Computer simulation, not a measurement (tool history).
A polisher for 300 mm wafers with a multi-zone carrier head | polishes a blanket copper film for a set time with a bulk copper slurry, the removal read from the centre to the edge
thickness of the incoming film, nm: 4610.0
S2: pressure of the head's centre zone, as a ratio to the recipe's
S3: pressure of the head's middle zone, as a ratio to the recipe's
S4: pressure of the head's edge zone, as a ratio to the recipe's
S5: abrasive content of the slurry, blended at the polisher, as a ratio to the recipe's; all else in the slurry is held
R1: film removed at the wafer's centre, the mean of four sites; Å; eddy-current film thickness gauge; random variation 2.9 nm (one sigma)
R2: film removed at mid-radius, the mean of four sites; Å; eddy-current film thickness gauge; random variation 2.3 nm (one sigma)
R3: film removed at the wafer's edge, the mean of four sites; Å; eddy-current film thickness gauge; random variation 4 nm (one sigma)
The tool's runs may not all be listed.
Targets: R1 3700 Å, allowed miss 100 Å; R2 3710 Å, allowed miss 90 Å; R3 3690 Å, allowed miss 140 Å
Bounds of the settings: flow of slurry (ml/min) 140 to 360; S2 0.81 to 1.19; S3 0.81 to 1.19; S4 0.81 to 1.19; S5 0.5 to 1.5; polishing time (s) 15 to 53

Run 1, hour 0: flow of slurry (ml/min) 230, S2 1, S3 1, S4 1, S5 1, polishing time (s) 34. Result: R1 3031.3 Å, R2 3028.1 Å, R3 3143.8 Å.
Run 2, hour 2.5: flow of slurry (ml/min) 230, S2 1, S3 1, S4 1, S5 0.9, polishing time (s) 34. Result: R1 2963 Å, R2 3018.1 Å, R3 3105.4 Å.
Run 3, hour 8.8: flow of slurry (ml/min) 240, S2 1.01, S3 1.02, S4 1.02, S5 0.95, polishing time (s) 34. Result: R1 3040.2 Å, R2 3098.9 Å, R3 3039.1 Å.
Run 4, hour 13.5: flow of slurry (ml/min) 280, S2 1.01, S3 1.02, S4 1.02, S5 0.95, polishing time (s) 34. Result: R1 3091.9 Å, R2 3152.2 Å, R3 3131.5 Å.
Run 5, hour 14.1: flow of slurry (ml/min) 280, S2 1.01, S3 1.1, S4 1.02, S5 0.95, polishing time (s) 34. Result: R1 3074.9 Å, R2 3381.7 Å, R3 3140.1 Å.
Run 6, hour 21.3: flow of slurry (ml/min) 280, S2 1.01, S3 1.1, S4 1.02, S5 0.95, polishing time (s) 37. Result: R1 3381.1 Å, R2 3651.4 Å, R3 3430.6 Å.
Run 7, hour 28.3: flow of slurry (ml/min) 280, S2 1.01, S3 1.09, S4 1.03, S5 1, polishing time (s) 37. Result: R1 3418.4 Å, R2 3655.9 Å, R3 3488.1 Å.
Run 8, hour 31.9: flow of slurry (ml/min) 280, S2 1.01, S3 1.09, S4 1.04, S5 1, polishing time (s) 37. Result: R1 3431.5 Å, R2 3669.3 Å, R3 3501.1 Å.
Run 9, hour 35.7: flow of slurry (ml/min) 280, S2 1.01, S3 1.09, S4 1.05, S5 1, polishing time (s) 37. Result: R1 3417.7 Å, R2 3659.5 Å, R3 3481.7 Å.
Run 10, hour 39.3: flow of slurry (ml/min) 280, S2 1.01, S3 1.08, S4 1.05, S5 1.05, polishing time (s) 37. Result: R1 3460.5 Å, R2 3650.6 Å, R3 3652.2 Å.
Run 11, hour 41: flow of slurry (ml/min) 280, S2 1.01, S3 1.08, S4 1.05, S5 1.05, polishing time (s) 37. Result: R1 3490.6 Å, R2 3611.5 Å, R3 3526.6 Å.

Which of these 5 next moves meets every target?
Run A, hour 42.7: flow of slurry (ml/min) 295, S2 1.04, S3 1.1, S4 1.01, S5 1, polishing time (s) 39. Result: R1 ?, R2 ?, R3 ?.
Run B, hour 42.7: flow of slurry (ml/min) 250, S2 1.11, S3 1.06, S4 1.05, S5 1.3, polishing time (s) 35. Result: R1 ?, R2 ?, R3 ?.
Run C, hour 42.7: flow of slurry (ml/min) 360, S2 1.06, S3 1.06, S4 1.09, S5 0.95, polishing time (s) 38. Result: R1 ?, R2 ?, R3 ?.
Run D, hour 42.7: flow of slurry (ml/min) 275, S2 1, S3 1.1, S4 1.01, S5 1.05, polishing time (s) 37. Result: R1 ?, R2 ?, R3 ?.
Run E, hour 42.7: flow of slurry (ml/min) 335, S2 1.18, S3 1.11, S4 1.01, S5 1.35, polishing time (s) 34. Result: R1 ?, R2 ?, R3 ?.

move      R1      R2      R3
   A    3674  3870.8    3631
   B  3581.7  3481.6  3453.4
   C  3668.2  3682.7  3689.8
   D  3386.8  3681.3  3458.6
   E  3803.8  3650.6    3390
A: brings the result that was furthest off to its target, and leaves another outside
B: further off than the last run
C: meets every target
D: further off than the last run
E: takes the result that was furthest off past its target
The right move is C.
